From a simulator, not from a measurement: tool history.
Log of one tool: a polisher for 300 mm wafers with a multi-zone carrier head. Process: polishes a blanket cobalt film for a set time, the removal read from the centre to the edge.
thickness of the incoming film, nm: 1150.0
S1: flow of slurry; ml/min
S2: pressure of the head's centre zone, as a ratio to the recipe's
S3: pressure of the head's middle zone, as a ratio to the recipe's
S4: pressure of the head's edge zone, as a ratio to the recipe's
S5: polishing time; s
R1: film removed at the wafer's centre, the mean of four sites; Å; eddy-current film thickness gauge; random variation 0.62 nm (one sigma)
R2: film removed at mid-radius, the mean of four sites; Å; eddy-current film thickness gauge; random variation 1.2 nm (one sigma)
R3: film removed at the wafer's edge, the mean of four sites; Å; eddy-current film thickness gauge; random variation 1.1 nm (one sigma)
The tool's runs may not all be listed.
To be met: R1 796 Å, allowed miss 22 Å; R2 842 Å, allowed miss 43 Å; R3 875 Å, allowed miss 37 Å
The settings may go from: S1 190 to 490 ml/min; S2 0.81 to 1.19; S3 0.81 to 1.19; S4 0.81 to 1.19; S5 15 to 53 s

| run | hour | S1 | S2 | S3 | S4 | S5 | R1 | R2 | R3 |
|---|---|---|---|---|---|---|---|---|---|
| 1 | 0 | 315 | 1 | 1 | 1 | 34 | 1576.8 | 1585.8 | 1585.2 |
| 2 | 1.3 | 240 | 1 | 1 | 1 | 34 | 1488.6 | 1558 | 1569.8 |
| 3 | 6.9 | 250 | 0.98 | 0.98 | 0.98 | 30 | 1305.4 | 1347.2 | 1370.3 |
| 4 | 13.1 | 250 | 0.98 | 0.9 | 0.98 | 30 | 1311.5 | 1251.8 | 1370.3 |
| 5 | 21.4 | 255 | 0.96 | 0.9 | 0.96 | 28 | 1189.9 | 1174.9 | 1278 |
| 6 | 23.9 | 255 | 1.01 | 0.9 | 0.96 | 28 | 1262.6 | 1187.5 | 1266.2 |
| 7 | 31.9 | 260 | 0.99 | 0.9 | 0.94 | 26 | 1143.6 | 1081.7 | 1154.5 |
| 8 | 38.5 | 260 | 0.97 | 0.9 | 0.92 | 25 | 1101.7 | 1078.6 | 1100.7 |
| 9 | 46.1 | 255 | 0.95 | 0.89 | 0.91 | 24 | 1011.8 | 1002.9 | 1057.6 |
| 10 | 51 | 260 | 0.93 | 0.88 | 0.9 | 23 | 959.42 | 982.28 | 1025 |

5 next moves are on the table. One of them brings every result within its allowed miss. Which?
| A | 55.9 | 200 | 0.92 | 0.92 | 0.94 | 20 | ? | ? | ? |
| B | 55.9 | 195 | 0.9 | 1.06 | 0.81 | 20 | ? | ? | ? |
| C | 55.9 | 295 | 0.85 | 0.97 | 0.95 | 27 | ? | ? | ? |
| D | 55.9 | 205 | 1.08 | 0.84 | 0.83 | 22 | ? | ? | ? |
| E | 55.9 | 250 | 0.84 | 1.17 | 0.81 | 21 | ? | ? | ? |

| move | R1 | R2 | R3 |
|---|---|---|---|
| A | 781.21 | 835.32 | 862.78 |
| B | 761.17 | 919.17 | 802.94 |
| C | 1030.7 | 1231 | 1215.2 |
| D | 1014 | 866.72 | 900.24 |
| E | 776.51 | 1075.1 | 864.85 |
A: meets every target
B: takes the result that was furthest off past its target
C: further off than the last run
D: further off than the last run
E: brings the result that was furthest off to its target, and leaves another outside
The right move is A.
